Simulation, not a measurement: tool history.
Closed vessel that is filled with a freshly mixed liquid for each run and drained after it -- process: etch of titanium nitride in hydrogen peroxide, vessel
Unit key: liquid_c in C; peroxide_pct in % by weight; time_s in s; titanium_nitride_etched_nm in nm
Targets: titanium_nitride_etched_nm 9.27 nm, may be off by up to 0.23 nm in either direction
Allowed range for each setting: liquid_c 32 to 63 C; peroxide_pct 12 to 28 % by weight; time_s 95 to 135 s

run	day	liquid_c	peroxide_pct	time_s	titanium_nitride_etched_nm
1	0	47	19	135	4.2091
2	0.179	47	19	95	2.9805
3	0.338	50	19	95	3.7485
4	0.45	46.5	19	95	2.8935
5	0.621	52.5	19	95	4.4276
6	1	52.5	19	135	6.3316
7	1.371	53.5	19	135	6.6764
8	1.558	54.5	19	135	7.1849
9	1.704	55	19	135	7.4944
10	1.779	55.5	19	135	7.8581
11	2.079	56	19	135	7.9352
12	2.175	56.5	19	135	8.3833
13	2.221	56.5	19	135	8.3804
14	2.362	57	19	135	8.59
15	2.533	57.5	19	135	8.8795

Pick the move, out of 4, that brings all results within their allowed miss; only one does.
A	2.704	60	18.5	125	?
B	2.704	59	18.5	120	?
C	2.704	60	21	120	?
D	2.704	60	17	120	?

move	titanium_nitride_etched_nm
A	9.7202
B	8.7165
C	9.588
D	9.1651
A: pushes the last run's worst result past its target
B: the biggest miss grows against the last run
C: pushes the last run's worst result past its target
D: all results in spec
Move D is the one to make.

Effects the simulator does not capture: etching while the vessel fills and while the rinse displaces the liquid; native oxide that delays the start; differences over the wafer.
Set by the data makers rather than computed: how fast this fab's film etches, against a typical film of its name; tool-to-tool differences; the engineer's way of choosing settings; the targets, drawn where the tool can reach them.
